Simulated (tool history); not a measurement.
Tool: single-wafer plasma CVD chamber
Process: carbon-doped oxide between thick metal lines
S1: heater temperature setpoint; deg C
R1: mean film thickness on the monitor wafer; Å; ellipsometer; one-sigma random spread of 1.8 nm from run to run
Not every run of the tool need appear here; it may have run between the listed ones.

Run 1, hour 0: S1 365 deg C, chamber pressure (mTorr) 5890, RF power (W) 390, deposition time (s) 171. Result: R1 7252.9 Å.
Run 2, hour 5.6: S1 366 deg C, chamber pressure (mTorr) 5800, RF power (W) 375, deposition time (s) 170. Result: R1 6925 Å.
Run 3, hour 12.4: S1 367 deg C, chamber pressure (mTorr) 5680, RF power (W) 365, deposition time (s) 170. Result: R1 6725.7 Å.
Run 4, hour 18.2: S1 368 deg C, chamber pressure (mTorr) 5530, RF power (W) 355, deposition time (s) 170. Result: R1 6569.4 Å.
Run 5, hour 22.1: S1 369 deg C, chamber pressure (mTorr) 5420, RF power (W) 345, deposition time (s) 170. Result: R1 6330.1 Å.
Run 6, hour 29.5: S1 370 deg C, chamber pressure (mTorr) 5270, RF power (W) 340, deposition time (s) 170. Result: R1 6184.7 Å.
Run 7, hour 32.5: S1 371 deg C, chamber pressure (mTorr) 5100, RF power (W) 340, deposition time (s) 170. Result: R1 6155.4 Å.
Run 8, hour 36.8: S1 372 deg C, chamber pressure (mTorr) 4960, RF power (W) 335, deposition time (s) 170. Result: R1 6063.6 Å.
Run 9, hour 39.6: S1 373 deg C, chamber pressure (mTorr) 4850, RF power (W) 330, deposition time (s) 170. Result: R1 5906.8 Å.
Run 10, hour 45.8: S1 374 deg C, chamber pressure (mTorr) 4740, RF power (W) 330, deposition time (s) 170. Result: R1 5892.5 Å.
Run 11, hour 51.1: S1 375 deg C, chamber pressure (mTorr) 4630, RF power (W) 330, deposition time (s) 170. Result: R1 5876.9 Å.
Run 12, hour 57.6: S1 377 deg C, chamber pressure (mTorr) 4210, RF power (W) 280, deposition time (s) 168. Result: R1 4854.6 Å.
Run 13, hour 61.9: S1 377 deg C, chamber pressure (mTorr) 4350, RF power (W) 280, deposition time (s) 168. Result: R1 4906.3 Å.
Run 14, hour 68.2: S1 376 deg C, chamber pressure (mTorr) 4480, RF power (W) 280, deposition time (s) 168. Result: R1 4914.8 Å.

Predict the results of run 15:
Run 15, hour 75.1: S1 373 deg C, chamber pressure (mTorr) 5200, RF power (W) 320, deposition time (s) 169. Result: R1 ?.

Run 15 measured R1 5766.4 Å.
